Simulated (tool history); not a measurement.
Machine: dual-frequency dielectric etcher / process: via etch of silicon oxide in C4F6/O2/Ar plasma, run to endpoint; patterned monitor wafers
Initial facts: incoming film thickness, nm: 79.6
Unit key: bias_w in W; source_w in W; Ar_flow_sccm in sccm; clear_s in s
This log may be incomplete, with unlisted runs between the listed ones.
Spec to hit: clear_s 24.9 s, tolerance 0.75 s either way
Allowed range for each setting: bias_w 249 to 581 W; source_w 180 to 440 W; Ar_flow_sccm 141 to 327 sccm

run	hour	bias_w	source_w	Ar_flow_sccm	clear_s
1	0	415	310	234	20.172
2	6.6	415	310	213	20.269
3	8.6	400	300	213	20.506
4	14	433	300	213	19.885
# hour 17.8: Ar flow controller replaced
5	17.8	433	300	193	19.847
6	19.4	433	350	193	18.872
7	22.4	413	340	195	19.166
8	25.8	398	320	198	20.078
9	27	383	310	199	20.467
10	31	369	300	201	21.149
11	32.3	369	300	201	21.117
12	36.8	286	240	216	25.75

Which of these 5 next moves meets every target?
A	41.3	318	290	243	?
B	41.3	289	320	244	?
C	41.3	302	200	205	?
D	41.3	293	260	214	?
E	41.3	249	240	209	?

move	clear_s
A	23.123
B	23.104
C	26.892
D	24.653
E	27.045
A: carries the result that was furthest off beyond its target, to the other side
B: carries the result that was furthest off beyond its target, to the other side
C: further off than the last run
D: hits every target within its allowed miss
E: further off than the last run
Go with D: it meets all targets.
